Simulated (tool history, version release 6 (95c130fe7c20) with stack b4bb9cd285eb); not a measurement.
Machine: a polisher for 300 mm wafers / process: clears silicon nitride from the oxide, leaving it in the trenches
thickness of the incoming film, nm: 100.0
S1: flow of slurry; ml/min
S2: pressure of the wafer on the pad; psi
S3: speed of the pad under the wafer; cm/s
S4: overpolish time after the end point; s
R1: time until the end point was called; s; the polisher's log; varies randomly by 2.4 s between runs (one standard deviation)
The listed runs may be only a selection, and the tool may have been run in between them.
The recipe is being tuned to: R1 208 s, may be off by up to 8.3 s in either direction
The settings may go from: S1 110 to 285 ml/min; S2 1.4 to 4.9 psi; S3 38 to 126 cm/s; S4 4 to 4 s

run,hour,S1,S2,S3,S4,R1
1,0,180,3.1,82,4,131.67
2,5.5,180,3.1,76,4,139.75
3,8.3,180,3.1,84,4,126.1
4,11.9,180,2.7,84,4,147.25
5,12.5,180,2.5,84,4,158.53
6,16.6,180,2.3,84,4,170.23
7,19.1,180,2.2,84,4,178.24
8,20.7,180,2.2,84,4,179.8
9,28.2,180,2.1,84,4,188.57
10,34,180,2,84,4,191.4
11,41.3,180,2,84,4,196.74

Which one of the following 4 next-run settings gets every result inside its allowed miss? There is exactly one.
A,48.6,195,2.1,84,4,?
B,48.6,215,2.1,72,4,?
C,48.6,150,1.9,74,4,?
D,48.6,285,1.9,72,4,?

move,R1
A,185.15
B,212.33
C,239.43
D,226.71
A: lands further from the targets than the last run did
B: all results in spec
C: takes the biggest miss from the last run beyond its target
D: takes the biggest miss from the last run beyond its target
B meets every target.

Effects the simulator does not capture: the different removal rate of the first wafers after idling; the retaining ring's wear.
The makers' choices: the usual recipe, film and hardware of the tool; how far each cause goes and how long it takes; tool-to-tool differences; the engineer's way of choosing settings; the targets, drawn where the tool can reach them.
